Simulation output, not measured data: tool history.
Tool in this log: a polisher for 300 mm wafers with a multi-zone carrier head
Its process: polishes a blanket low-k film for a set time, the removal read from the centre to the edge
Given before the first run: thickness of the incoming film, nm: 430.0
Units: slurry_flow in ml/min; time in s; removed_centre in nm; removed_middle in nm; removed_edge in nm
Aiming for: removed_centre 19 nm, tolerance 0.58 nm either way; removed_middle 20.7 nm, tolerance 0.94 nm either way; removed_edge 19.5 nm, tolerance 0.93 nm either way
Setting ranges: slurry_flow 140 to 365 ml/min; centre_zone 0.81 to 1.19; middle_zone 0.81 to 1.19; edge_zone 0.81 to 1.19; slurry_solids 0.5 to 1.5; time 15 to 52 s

run	day	slurry_flow	centre_zone	middle_zone	edge_zone	slurry_solids	time	removed_centre	removed_middle	removed_edge
1	0	235	1	1	1	1	33	12.574	12.585	12.702
2	0.162	240	1.01	1.02	1.02	1.1	34	13.518	13.821	13.656
3	0.317	240	1.06	1.02	1.02	1.1	34	14.217	14.249	13.4
4	0.671	260	1.06	1.02	1.02	1.1	34	14.446	13.703	13.6
5	0.858	260	1.05	1.03	1.03	1.15	35	14.583	14.737	14.694
6	1.129	260	1.07	1.04	1.04	1.2	36	15.802	15.742	15.33
7	1.179	260	1.08	1.05	1.05	1.25	36	16.136	15.945	15.601
8	1.429	260	1.08	1.07	1.06	1.3	37	16.694	16.783	16.21
9	1.75	260	1.08	1.08	1.07	1.35	38	17.539	17.529	16.738
10	1.962	270	1.07	1.09	1.08	1.4	39	18.165	18.429	17.439
11	2.246	270	1.06	1.1	1.09	1.4	40	18.645	19.042	18.259
12	2.558	270	1.05	1.11	1.1	1.4	40	18.074	19.445	17.96
13	2.8	270	1.05	1.11	1.11	1.4	40	18.307	18.633	18.22
# day 2.921: worn pad replaced by a new one
14	2.921	270	1.04	1.11	1.11	1.4	40	19.922	20.866	20.379
15	2.958	265	1.04	1.11	1.11	1.4	40	20.416	20.974	20.069
16	3.054	270	1.03	1.11	1.11	1.4	40	19.898	21.741	20.572

Exactly one of the 5 candidate moves below puts every result within its allowed miss. Which one?
A	3.15	295	0.91	1.16	1.17	1.5	41	?	?	?
B	3.15	270	0.94	1.1	1.17	1.4	41	?	?	?
C	3.15	265	1.09	1.11	1.05	1.15	42	?	?	?
D	3.15	350	1.01	1.11	1.1	1.5	37	?	?	?
E	3.15	290	1	1.14	1.11	1.25	45	?	?	?

move	removed_centre	removed_middle	removed_edge
A	18.455	22.826	21.936
B	18.462	21.137	21.323
C	20.431	20.297	19.247
D	18.78	20.103	19.397
E	20.88	23.132	21.985
A: puts the biggest miss on target and leaves a different result outside tolerance
B: puts the biggest miss on target and leaves a different result outside tolerance
C: lands further from the targets than the last run did
D: in spec on every target
E: lands further from the targets than the last run did
The move that meets every target is D.
